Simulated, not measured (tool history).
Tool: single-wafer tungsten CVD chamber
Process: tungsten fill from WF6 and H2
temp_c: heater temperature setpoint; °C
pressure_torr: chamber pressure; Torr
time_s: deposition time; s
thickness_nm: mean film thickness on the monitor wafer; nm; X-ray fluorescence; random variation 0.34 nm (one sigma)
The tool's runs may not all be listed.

| run | hour | temp_c | pressure_torr | time_s | thickness_nm |
|---|---|---|---|---|---|
| 1 | 0 | 395 | 38.1 | 25.9 | 76.251 |
| 2 | 8.8 | 397 | 38.1 | 25.9 | 79.448 |
| 3 | 11 | 398 | 38.1 | 25.9 | 81.167 |
| 4 | 15.1 | 399 | 38.1 | 25.9 | 83.402 |
| 5 | 18.1 | 400 | 38.1 | 25.9 | 84.114 |
| 6 | 20.9 | 401 | 38.1 | 25.9 | 85.647 |
| 7 | 27.8 | 402 | 38.1 | 25.9 | 88.081 |

What does the tool deliver on the next run?
| 8 | 36.7 | 408 | 38.2 | 25.9 | ? |

For run 8 the tool returned thickness_nm 99.461 nm.
